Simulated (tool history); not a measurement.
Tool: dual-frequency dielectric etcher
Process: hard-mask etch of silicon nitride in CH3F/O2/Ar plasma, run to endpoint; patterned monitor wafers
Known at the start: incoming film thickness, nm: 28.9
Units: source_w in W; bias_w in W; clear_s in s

run 1 hour=0 | source_w=500 bias_w=55 | clear_s=39.366
run 2 hour=8 | source_w=530 bias_w=56 | clear_s=37.831
run 3 hour=15.6 | source_w=530 bias_w=63 | clear_s=36.794
run 4 hour=24.3 | source_w=530 bias_w=67 | clear_s=35.707
run 5 hour=27.5 | source_w=540 bias_w=67 | clear_s=35.727
run 6 hour=31.1 | source_w=480 bias_w=67 | clear_s=37.628
run 7 hour=38.3 | source_w=480 bias_w=67 | clear_s=37.743
run 8 hour=39.1 | source_w=500 bias_w=68 | clear_s=36.909

The next listed run, before its measurement:
run 9 hour=41.6 | source_w=510 bias_w=69 | clear_s=?

Run 9 gave clear_s 36.245 s.

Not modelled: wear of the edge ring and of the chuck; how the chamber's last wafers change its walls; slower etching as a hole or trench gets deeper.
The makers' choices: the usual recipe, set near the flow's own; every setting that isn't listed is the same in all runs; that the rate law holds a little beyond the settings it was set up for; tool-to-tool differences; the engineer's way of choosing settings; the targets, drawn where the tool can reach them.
